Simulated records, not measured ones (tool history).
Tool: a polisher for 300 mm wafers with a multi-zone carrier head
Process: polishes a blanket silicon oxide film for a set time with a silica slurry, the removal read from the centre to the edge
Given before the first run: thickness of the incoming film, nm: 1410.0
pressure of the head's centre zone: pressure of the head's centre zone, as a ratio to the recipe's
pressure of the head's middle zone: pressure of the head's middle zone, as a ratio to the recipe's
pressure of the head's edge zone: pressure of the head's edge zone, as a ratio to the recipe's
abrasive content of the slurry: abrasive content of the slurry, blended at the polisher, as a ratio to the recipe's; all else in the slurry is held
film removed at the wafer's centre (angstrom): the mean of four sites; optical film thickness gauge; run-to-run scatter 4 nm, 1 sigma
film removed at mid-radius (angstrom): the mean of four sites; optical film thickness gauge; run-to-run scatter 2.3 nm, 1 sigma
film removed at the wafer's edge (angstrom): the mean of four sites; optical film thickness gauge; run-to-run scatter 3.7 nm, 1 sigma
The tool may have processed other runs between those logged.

| run | hour | flow of slurry (ml/min) | pressure of the head's centre zone | pressure of the head's middle zone | pressure of the head's edge zone | abrasive content of the slurry | polishing time (s) | film removed at the wafer's centre (angstrom) | film removed at mid-radius (angstrom) | film removed at the wafer's edge (angstrom) |
|---|---|---|---|---|---|---|---|---|---|---|
| 1 | 0.0 | 185 | 1.00 | 1.00 | 1.00 | 1.00 | 67 | 2145.8 | 2255.6 | 2250.3 |
| 2 | 3.8 | 190 | 1.02 | 1.02 | 1.02 | 1.05 | 67 | 2265.2 | 2380.6 | 2370.1 |
| 3 | 6.3 | 190 | 1.02 | 1.02 | 0.99 | 1.05 | 67 | 2257.9 | 2342.5 | 2320.0 |
| 4 | 8.9 | 190 | 1.02 | 1.02 | 1.06 | 1.05 | 67 | 2339.0 | 2374.1 | 2382.0 |
| 5 | 10.0 | 145 | 1.02 | 1.02 | 1.06 | 1.05 | 67 | 2117.8 | 2250.0 | 2307.6 |
| 6 | 16.6 | 160 | 1.03 | 1.03 | 1.08 | 1.10 | 67 | 2288.5 | 2385.3 | 2428.2 |
| 7 | 21.4 | 175 | 1.03 | 1.04 | 1.10 | 1.10 | 67 | 2299.8 | 2451.5 | 2465.8 |
| 8 | 28.2 | 185 | 1.05 | 1.05 | 1.11 | 1.10 | 67 | 2379.7 | 2500.7 | 2515.1 |
| 9 | 36.2 | 200 | 1.07 | 1.06 | 1.12 | 1.10 | 67 | 2458.0 | 2491.8 | 2539.6 |

For run 10, what comes out?
| 10 | 37.9 | 220 | 1.15 | 1.16 | 1.15 | 1.35 | 68 | ? | ? | ? |

Run 10 measured film removed at the wafer's centre (angstrom) 3121.1, film removed at mid-radius (angstrom) 3050.1, film removed at the wafer's edge (angstrom) 2919.8.
